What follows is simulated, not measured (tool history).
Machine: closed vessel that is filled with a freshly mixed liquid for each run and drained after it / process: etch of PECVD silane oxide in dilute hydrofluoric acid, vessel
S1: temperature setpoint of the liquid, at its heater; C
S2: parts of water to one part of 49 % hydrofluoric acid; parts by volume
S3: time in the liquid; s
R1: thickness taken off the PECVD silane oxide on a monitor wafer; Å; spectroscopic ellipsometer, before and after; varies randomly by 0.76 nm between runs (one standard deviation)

| run | hour | S1 | S2 | S3 | R1 |
|---|---|---|---|---|---|
| 1 | 0 | 25 | 55 | 95 | 555.14 |
| 2 | 1.7 | 25 | 45 | 95 | 696.56 |
| 3 | 10.3 | 22 | 45 | 95 | 605.01 |
| 4 | 13.6 | 23.5 | 45 | 95 | 655.64 |
| 5 | 20.1 | 25 | 45 | 95 | 696.23 |
| 6 | 22.7 | 25 | 45 | 95 | 682.61 |
| 7 | 23.5 | 26 | 45 | 95 | 721.04 |
| 8 | 24.9 | 27 | 45 | 95 | 758.6 |
| 9 | 25.9 | 28 | 45 | 95 | 788.04 |
| 10 | 27 | 28.5 | 45 | 95 | 794.51 |
| 11 | 34.1 | 29 | 45 | 95 | 818.89 |
| 12 | 36.1 | 29.5 | 45 | 95 | 835.69 |

The next listed run, before its measurement:
| 13 | 40.6 | 33 | 35 | 95 | ? |

{"run 13": {"R1": 1243.1}}
